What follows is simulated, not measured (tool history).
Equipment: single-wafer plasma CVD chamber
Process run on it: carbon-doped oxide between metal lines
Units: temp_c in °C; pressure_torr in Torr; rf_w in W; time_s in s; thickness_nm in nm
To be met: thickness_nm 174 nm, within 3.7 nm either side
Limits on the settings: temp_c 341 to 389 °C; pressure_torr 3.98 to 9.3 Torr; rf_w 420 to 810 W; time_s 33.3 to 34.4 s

run,hour,temp_c,pressure_torr,rf_w,time_s,thickness_nm
1,0,365,6.64,615,33.3,191.71
2,7.7,365,6.64,615,34.4,196.16
3,10.7,366,6.55,600,34.3,194.18
4,17.8,370,6.55,600,34.3,191.89
5,21.8,370,6.55,600,34.4,192.67
6,25.7,366,6.55,600,34.4,194.14
7,27.2,367,6.5,585,34.3,190.99
8,29.3,367,6.5,585,34.3,193.22
9,29.9,368,6.49,565,34.1,184.53
10,36.9,369,6.46,560,34.1,182.42

Pick the move, out of 4, that brings all results within their allowed miss; only one does.
A,43.9,369,5.47,585,34.4,?
B,43.9,371,6.67,610,34.4,?
C,43.9,373,6.34,500,33.3,?
D,43.9,367,6.8,530,33.3,?

move,thickness_nm
A,189.22
B,196.08
C,167.58
D,176.66
A: lands further from the targets than the last run did
B: lands further from the targets than the last run did
C: the result that was furthest off in the last run now lies on the other side of its target
D: each result inside its tolerance
Answer: D
